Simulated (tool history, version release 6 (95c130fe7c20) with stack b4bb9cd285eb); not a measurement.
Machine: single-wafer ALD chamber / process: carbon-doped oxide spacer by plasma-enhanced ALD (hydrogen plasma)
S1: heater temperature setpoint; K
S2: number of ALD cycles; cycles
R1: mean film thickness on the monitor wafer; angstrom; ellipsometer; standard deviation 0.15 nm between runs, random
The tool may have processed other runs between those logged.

Run 1, hour 0: S1 653.15 K, S2 608 cycles. Result: R1 311.77 angstrom.
Run 2, hour 5.8: S1 653.15 K, S2 595 cycles. Result: R1 306.05 angstrom.
Run 3, hour 11.6: S1 653.15 K, S2 585 cycles. Result: R1 298.49 angstrom.
Run 4, hour 16.8: S1 653.15 K, S2 498 cycles. Result: R1 256.24 angstrom.
Run 5, hour 24.3: S1 644.15 K, S2 498 cycles. Result: R1 256.08 angstrom.
Run 6, hour 27.2: S1 644.15 K, S2 427 cycles. Result: R1 217.9 angstrom.
Run 7, hour 34.8: S1 644.15 K, S2 465 cycles. Result: R1 238.66 angstrom.
Run 8, hour 41.9: S1 644.15 K, S2 492 cycles. Result: R1 252.97 angstrom.
Run 9, hour 42.9: S1 644.15 K, S2 576 cycles. Result: R1 298.27 angstrom.
Run 10, hour 48.4: S1 644.15 K, S2 576 cycles. Result: R1 295.51 angstrom.

Expected results for the next run?
Run 11, hour 53.2: S1 644.15 K, S2 573 cycles. Result: R1 ?.

Run 11 measured R1 296.97 angstrom.
